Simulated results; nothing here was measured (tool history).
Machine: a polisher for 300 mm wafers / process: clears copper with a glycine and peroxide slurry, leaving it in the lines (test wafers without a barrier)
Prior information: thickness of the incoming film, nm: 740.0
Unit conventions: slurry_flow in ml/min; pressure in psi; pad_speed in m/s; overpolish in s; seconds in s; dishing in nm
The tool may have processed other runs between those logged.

{"run": 1, "day": 0.0, "slurry_flow": 305, "pressure": 2.2, "pad_speed": 1.22, "overpolish": 17, "seconds": 134.61, "dishing": 55.519}
{"run": 2, "day": 0.317, "slurry_flow": 320, "pressure": 2.1, "pad_speed": 1.3, "overpolish": 16, "seconds": 136.05, "dishing": 54.676}
{"run": 3, "day": 0.646, "slurry_flow": 320, "pressure": 2.1, "pad_speed": 1.08, "overpolish": 16, "seconds": 149.68, "dishing": 51.014}
{"run": 4, "day": 0.942, "slurry_flow": 320, "pressure": 2.1, "pad_speed": 1.28, "overpolish": 16, "seconds": 138.56, "dishing": 52.305}
{"run": 5, "day": 1.138, "slurry_flow": 295, "pressure": 2.1, "pad_speed": 1.28, "overpolish": 16, "seconds": 137.05, "dishing": 52.449}
{"run": 6, "day": 1.262, "slurry_flow": 295, "pressure": 2.1, "pad_speed": 1.28, "overpolish": 12, "seconds": 136.93, "dishing": 42.526}

Run 7 has not been measured yet. What should we expect?
{"day": 1.467, "done": "slurry nozzle cleaned"}
{"run": 7, "day": 1.467, "slurry_flow": 285, "pressure": 2.1, "pad_speed": 1.34, "overpolish": 11, "seconds": "?", "dishing": "?"}

Run 7 measured seconds 131.20 s, dishing 40.650 nm.

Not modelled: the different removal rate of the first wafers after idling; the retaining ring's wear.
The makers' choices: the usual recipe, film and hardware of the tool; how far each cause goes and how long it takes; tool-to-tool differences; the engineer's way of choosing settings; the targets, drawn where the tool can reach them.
